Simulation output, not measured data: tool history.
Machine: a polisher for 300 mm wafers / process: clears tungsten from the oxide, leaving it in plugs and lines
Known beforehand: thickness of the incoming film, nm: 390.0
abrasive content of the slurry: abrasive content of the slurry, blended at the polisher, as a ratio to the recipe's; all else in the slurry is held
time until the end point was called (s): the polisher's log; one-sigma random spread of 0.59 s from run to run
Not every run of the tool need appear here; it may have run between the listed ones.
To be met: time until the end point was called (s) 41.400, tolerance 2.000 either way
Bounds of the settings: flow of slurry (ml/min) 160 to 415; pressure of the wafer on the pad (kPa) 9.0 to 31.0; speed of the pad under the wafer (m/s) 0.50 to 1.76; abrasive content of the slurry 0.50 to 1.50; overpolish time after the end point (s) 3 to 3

run  hour  flow of slurry (ml/min)  pressure of the wafer on the pad (kPa)  speed of the pad under the wafer (m/s)  abrasive content of the slurry  overpolish time after the end point (s)  time until the end point was called (s)
  1   0.0                      265                                    20.0                                    1.12                            1.00                                        3                                   77.993
  2   3.5                      300                                    20.0                                    1.12                            1.00                                        3                                   75.415
  3   6.3                      300                                    20.0                                    1.12                            1.00                                        3                                   76.087
  4  13.0                      365                                    20.0                                    1.12                            1.00                                        3                                   75.902
  5  19.5                      365                                    20.0                                    1.40                            1.00                                        3                                   62.762
  6  20.5                      365                                    22.1                                    1.42                            1.00                                        3                                   55.944
  7  27.5                      365                                    22.1                                    1.42                            1.00                                        3                                   56.516
  8  34.7                      365                                    22.1                                    1.42                            1.00                                        3                                   56.313
  9  37.0                      365                                    24.1                                    1.44                            1.00                                        3                                   50.589
 10  39.7                      365                                    25.5                                    1.44                            1.00                                        3                                   47.917

4 next moves are on the table. One of them brings every result within its allowed miss. Which?
  A  42.4                      385                                    26.2                                    1.36                            1.15                                        3                                        ?
  B  42.4                      350                                    26.9                                    1.38                            1.10                                        3                                        ?
  C  42.4                      390                                    25.5                                    1.44                            0.95                                        3                                        ?
  D  42.4                      355                                    27.6                                    1.54                            1.05                                        3                                        ?

move  time until the end point was called (s)
   A                                   48.561
   B                                   47.343
   C                                   48.543
   D                                   41.932
A: moves away from the targets compared with the last run
B: better than the last run, though not everything is in spec
C: moves away from the targets compared with the last run
D: every result lands within tolerance
The right move is D.
